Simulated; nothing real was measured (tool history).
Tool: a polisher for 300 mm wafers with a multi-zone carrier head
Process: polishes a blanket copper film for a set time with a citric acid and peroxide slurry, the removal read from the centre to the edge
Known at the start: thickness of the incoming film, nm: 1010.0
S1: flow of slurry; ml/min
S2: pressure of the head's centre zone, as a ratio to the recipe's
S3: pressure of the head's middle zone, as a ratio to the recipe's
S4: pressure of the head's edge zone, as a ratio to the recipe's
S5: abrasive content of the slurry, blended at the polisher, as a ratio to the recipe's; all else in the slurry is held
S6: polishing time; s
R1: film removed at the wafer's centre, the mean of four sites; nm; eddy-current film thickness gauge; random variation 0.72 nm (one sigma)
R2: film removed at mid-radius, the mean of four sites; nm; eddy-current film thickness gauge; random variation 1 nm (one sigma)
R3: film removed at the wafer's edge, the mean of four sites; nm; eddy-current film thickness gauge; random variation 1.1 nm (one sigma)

run 1 hour=0.0 | S1=310 S2=1.00 S3=1.00 S4=1.00 S5=1.00 S6=30 | R1=49.741 R2=47.316 R3=51.629
run 2 hour=6.8 | S1=310 S2=1.00 S3=0.93 S4=1.00 S5=1.00 S6=30 | R1=51.354 R2=45.295 R3=51.064
run 3 hour=15.3 | S1=235 S2=1.00 S3=0.93 S4=1.00 S5=1.00 S6=30 | R1=48.317 R2=43.961 R3=49.406
run 4 hour=21.7 | S1=260 S2=1.03 S3=0.98 S4=1.04 S5=1.15 S6=32 | R1=54.751 R2=50.000 R3=56.521
run 5 hour=25.2 | S1=260 S2=1.03 S3=0.98 S4=1.04 S5=1.15 S6=29 | R1=49.427 R2=46.912 R3=50.315
run 6 hour=30.1 | S1=285 S2=1.05 S3=1.01 S4=1.07 S5=1.25 S6=32 | R1=57.692 R2=53.702 R3=59.370

Forecast run 7:
run 7 hour=34.5 | S1=310 S2=1.07 S3=1.04 S4=1.10 S5=1.35 S6=33 | R1=? R2=? R3=?

{"run 7": {"R1": 63.626, "R2": 59.418, "R3": 62.554}}

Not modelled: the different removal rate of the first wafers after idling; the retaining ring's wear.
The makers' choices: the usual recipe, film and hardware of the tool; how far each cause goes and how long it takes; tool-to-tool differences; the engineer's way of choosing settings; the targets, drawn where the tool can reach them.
